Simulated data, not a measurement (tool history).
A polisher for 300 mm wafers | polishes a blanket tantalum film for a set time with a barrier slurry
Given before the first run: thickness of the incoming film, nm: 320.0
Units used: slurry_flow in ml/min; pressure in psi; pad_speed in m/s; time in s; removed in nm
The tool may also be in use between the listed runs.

Run 1, day 0.000: slurry_flow 120 ml/min, pressure 2.5 psi, pad_speed 1.20 m/s, slurry_solids 1.0, time 29 s. Result: removed 72.494 nm.
Run 2, day 0.150: slurry_flow 120 ml/min, pressure 2.8 psi, pad_speed 1.20 m/s, slurry_solids 1.0, time 29 s. Result: removed 80.074 nm.
Run 3, day 0.279: slurry_flow 120 ml/min, pressure 2.3 psi, pad_speed 1.20 m/s, slurry_solids 1.0, time 29 s. Result: removed 68.579 nm.
Run 4, day 0.562: slurry_flow 120 ml/min, pressure 1.9 psi, pad_speed 1.10 m/s, slurry_solids 1.0, time 29 s. Result: removed 54.791 nm.
Run 5, day 0.775: slurry_flow 120 ml/min, pressure 1.9 psi, pad_speed 0.96 m/s, slurry_solids 1.0, time 29 s. Result: removed 47.518 nm.
Run 6, day 1.092: slurry_flow 120 ml/min, pressure 1.7 psi, pad_speed 0.94 m/s, slurry_solids 1.0, time 29 s. Result: removed 43.138 nm.

Run 7 has not been measured yet. What should we expect?
Run 7, day 1.246: slurry_flow 120 ml/min, pressure 1.5 psi, pad_speed 0.94 m/s, slurry_solids 1.0, time 29 s. Result: removed ?.

Logged for run 7: removed 38.287 nm.

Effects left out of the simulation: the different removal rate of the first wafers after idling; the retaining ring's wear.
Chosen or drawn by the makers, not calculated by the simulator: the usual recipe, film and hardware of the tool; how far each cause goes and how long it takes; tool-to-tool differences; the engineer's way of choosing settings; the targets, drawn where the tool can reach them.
